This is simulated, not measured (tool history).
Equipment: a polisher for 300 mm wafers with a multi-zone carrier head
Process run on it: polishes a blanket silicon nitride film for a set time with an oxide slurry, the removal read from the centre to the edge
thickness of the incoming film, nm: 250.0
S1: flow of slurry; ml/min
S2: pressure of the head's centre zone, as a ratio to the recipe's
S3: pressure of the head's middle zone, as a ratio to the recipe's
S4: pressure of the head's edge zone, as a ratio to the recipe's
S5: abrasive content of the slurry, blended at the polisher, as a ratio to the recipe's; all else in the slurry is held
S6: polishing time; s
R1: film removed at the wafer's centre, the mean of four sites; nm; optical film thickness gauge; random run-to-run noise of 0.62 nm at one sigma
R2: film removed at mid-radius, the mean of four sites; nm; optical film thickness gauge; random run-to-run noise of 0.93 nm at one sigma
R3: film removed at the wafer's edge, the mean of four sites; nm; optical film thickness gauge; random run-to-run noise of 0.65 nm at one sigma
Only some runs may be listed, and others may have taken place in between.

run    day   S1    S2    S3    S4    S5  S6       R1       R2       R3
  1  0.000  190  1.00  1.00  1.00  1.00  79   93.573   91.154   92.023
  2  0.083  180  0.97  0.98  1.00  0.95  79   87.538   89.149   90.105
  3  0.208  180  0.97  0.98  1.00  1.05  79   91.722   91.347   93.781
  4  0.479  180  0.97  0.98  1.00  1.20  79   98.082   99.284   97.889
  5  0.783  180  0.97  0.98  1.00  1.35  79  101.460  102.340  103.480
  6  1.083  175  0.94  0.95  1.00  1.20  78   92.548   91.790   98.234

What will run 7 give?
  7  1.142  170  0.92  0.95  0.99  1.10  78   ?   ?   ?

R1: 86.247 nm
R2: 89.496 nm
R3: 92.853 nm
